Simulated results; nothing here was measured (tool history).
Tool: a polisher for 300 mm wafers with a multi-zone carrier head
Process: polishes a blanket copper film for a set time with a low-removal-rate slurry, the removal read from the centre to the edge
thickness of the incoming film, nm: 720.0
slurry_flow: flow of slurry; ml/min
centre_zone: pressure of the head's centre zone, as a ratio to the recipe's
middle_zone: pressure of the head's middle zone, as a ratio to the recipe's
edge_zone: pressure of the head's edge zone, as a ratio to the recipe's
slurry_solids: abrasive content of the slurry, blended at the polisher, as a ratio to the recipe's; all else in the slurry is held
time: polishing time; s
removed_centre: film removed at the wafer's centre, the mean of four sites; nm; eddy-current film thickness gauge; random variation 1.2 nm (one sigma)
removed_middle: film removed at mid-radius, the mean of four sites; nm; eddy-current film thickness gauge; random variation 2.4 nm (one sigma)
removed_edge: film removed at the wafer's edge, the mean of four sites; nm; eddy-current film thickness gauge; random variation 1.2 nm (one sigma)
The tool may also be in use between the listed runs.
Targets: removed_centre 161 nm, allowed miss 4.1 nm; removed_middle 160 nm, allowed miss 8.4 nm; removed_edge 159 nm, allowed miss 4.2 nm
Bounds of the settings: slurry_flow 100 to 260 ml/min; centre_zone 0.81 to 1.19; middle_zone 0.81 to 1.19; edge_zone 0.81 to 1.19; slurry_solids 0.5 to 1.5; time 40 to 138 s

run,hour,slurry_flow,centre_zone,middle_zone,edge_zone,slurry_solids,time,removed_centre,removed_middle,removed_edge
1,0,165,1,1,1,1,88,230.55,238.62,239.34
2,1,160,1,0.98,0.96,0.85,83,208.38,212.17,212.57
3,8.1,160,1.03,0.98,0.96,0.85,83,211.51,212.15,211.17
4,11.1,160,0.98,0.98,0.96,0.85,83,206.47,209.19,213.11
5,19.3,160,0.98,0.98,0.96,1,83,214.07,221.43,219.23
6,24.3,160,0.98,0.92,0.96,1,83,211.99,218.26,220.84
7,26.4,155,0.98,0.92,0.93,0.9,80,201.14,197.99,203.86
8,35.3,150,0.96,0.94,0.9,0.8,78,184.98,191.47,192.77
9,38.8,145,0.97,0.94,0.88,0.75,76,176.69,179.1,179.85
10,39.9,135,0.97,0.94,0.86,0.7,76,170.92,174.11,173.67
11,43.3,130,0.97,0.94,0.85,0.7,76,172.01,177.03,170.46
12,50.2,110,0.95,0.86,0.81,0.55,75,149.72,147.27,150.45
13,50.8,120,0.95,0.87,0.81,0.55,75,153.34,152.27,155.65
14,53.9,125,0.96,0.88,0.81,0.55,75,153.84,154.63,154.95

Which of these 4 next moves meets every target?
A,57,195,0.96,0.89,0.83,0.5,74,?,?,?
B,57,130,1.05,1.04,0.81,0.6,70,?,?,?
C,57,125,0.89,0.98,0.81,0.65,72,?,?,?
D,57,155,0.81,0.92,0.81,0.55,74,?,?,?

move,removed_centre,removed_middle,removed_edge
A,162.49,158.56,156.84
B,159.1,163.94,146.77
C,149.04,164.17,153.47
D,144.43,160.76,155.2
A: meets every target
B: brings the result that was furthest off to its target, and leaves another outside
C: further off than the last run
D: further off than the last run
The right move is A.

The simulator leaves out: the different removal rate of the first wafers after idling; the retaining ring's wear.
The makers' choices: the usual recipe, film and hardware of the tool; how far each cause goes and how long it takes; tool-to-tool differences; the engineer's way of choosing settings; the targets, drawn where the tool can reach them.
